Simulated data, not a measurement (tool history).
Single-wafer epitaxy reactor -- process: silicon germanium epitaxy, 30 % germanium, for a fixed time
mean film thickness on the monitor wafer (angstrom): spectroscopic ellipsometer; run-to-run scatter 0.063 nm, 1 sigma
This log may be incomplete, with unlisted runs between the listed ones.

run  hour  wafer temperature setpoint (pyrometer-controlled) (°C)  chamber pressure (Torr)  mean film thickness on the monitor wafer (angstrom)
  1   0.0                                                     590                     17.3                                               409.91
  2   2.7                                                     585                     17.2                                               368.03
  3   4.7                                                     582                     17.1                                               343.95
  4   6.1                                                     586                     17.1                                               375.14
  5   7.1                                                     583                     17.0                                               351.34
  6  15.7                                                     583                     14.3                                               334.52
  7  23.4                                                     581                     14.3                                               321.14

Run 8 is up next; what results do you expect?
  8  25.9                                                     580                     14.3                                                    ?

Run 8 measured mean film thickness on the monitor wafer (angstrom) 314.38.
